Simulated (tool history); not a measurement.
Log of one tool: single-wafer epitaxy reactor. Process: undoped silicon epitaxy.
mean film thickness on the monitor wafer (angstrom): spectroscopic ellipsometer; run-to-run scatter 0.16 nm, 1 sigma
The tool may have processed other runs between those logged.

| run | day | wafer temperature setpoint (pyrometer-controlled) (K) | deposition time (s) | mean film thickness on the monitor wafer (angstrom) |
|---|---|---|---|---|
| 1 | 0.000 | 928.15 | 226 | 399.86 |
| 2 | 0.288 | 932.15 | 227 | 433.51 |
| 3 | 0.621 | 936.15 | 227 | 472.49 |
| 4 | 0.812 | 936.15 | 256 | 530.90 |
|  | 1.088 | pyrometer calibrated |
| 5 | 1.088 | 930.15 | 256 | 515.25 |
| 6 | 1.458 | 923.15 | 256 | 446.96 |

What does the tool deliver on the next run?
| 7 | 1.771 | 926.15 | 257 | ? |

Run 7 produced mean film thickness on the monitor wafer (angstrom) 475.72.
